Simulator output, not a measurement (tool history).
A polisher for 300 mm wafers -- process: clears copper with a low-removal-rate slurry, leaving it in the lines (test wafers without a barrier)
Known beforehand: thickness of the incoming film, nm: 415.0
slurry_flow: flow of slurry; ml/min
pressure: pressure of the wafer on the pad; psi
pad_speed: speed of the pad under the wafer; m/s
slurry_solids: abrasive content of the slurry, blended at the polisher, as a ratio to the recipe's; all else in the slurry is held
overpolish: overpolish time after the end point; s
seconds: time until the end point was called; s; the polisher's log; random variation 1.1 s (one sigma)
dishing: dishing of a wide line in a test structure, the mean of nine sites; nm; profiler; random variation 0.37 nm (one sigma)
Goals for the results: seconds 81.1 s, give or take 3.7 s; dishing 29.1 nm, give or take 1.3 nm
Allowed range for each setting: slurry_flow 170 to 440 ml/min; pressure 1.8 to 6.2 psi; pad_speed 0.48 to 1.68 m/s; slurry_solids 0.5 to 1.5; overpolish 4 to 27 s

run	hour	slurry_flow	pressure	pad_speed	slurry_solids	overpolish	seconds	dishing
1	0	280	4	1.08	1	14	103.73	22.941
2	1	280	4.2	1.08	1	15	97.047	23.716
3	6.7	280	4.3	1.08	1	16	93.434	25.003
4	12.3	280	4.4	1.08	1	17	92.95	25.438
5	14	280	4.4	0.82	1	17	113.38	23.53
6	18.2	280	4.4	0.64	1	17	132.93	21.747
7	23.6	280	4.8	0.64	1	18	124.75	23.511
8	26.7	280	4.8	0.64	1	18	124.49	23.002
9	29.2	280	5.1	0.68	1	18	112.53	24.76
10	36	280	5.3	0.7	1	18	106.94	24.657
# hour 44: head pressure recalibrated
11	44	285	6.2	0.8	1	21	75.777	29.392

Exercise: of the 5 proposed moves below, exactly one satisfies all targets within the stated allowed misses. Which move is it?
A	52	265	5.6	0.82	1.05	21	?	?
B	52	295	6.1	0.88	0.95	20	?	?
C	52	285	5.9	0.9	1.1	17	?	?
D	52	270	5.8	0.94	1.05	21	?	?
E	52	325	6.2	0.96	1.05	16	?	?

move	seconds	dishing
A	79.467	29.358
B	70.541	29.91
C	69.562	28.862
D	69.647	30.202
E	63.226	29.173
A: all results in spec
B: further off than the last run
C: further off than the last run
D: further off than the last run
E: further off than the last run
A is the move that brings every result within its allowed miss.
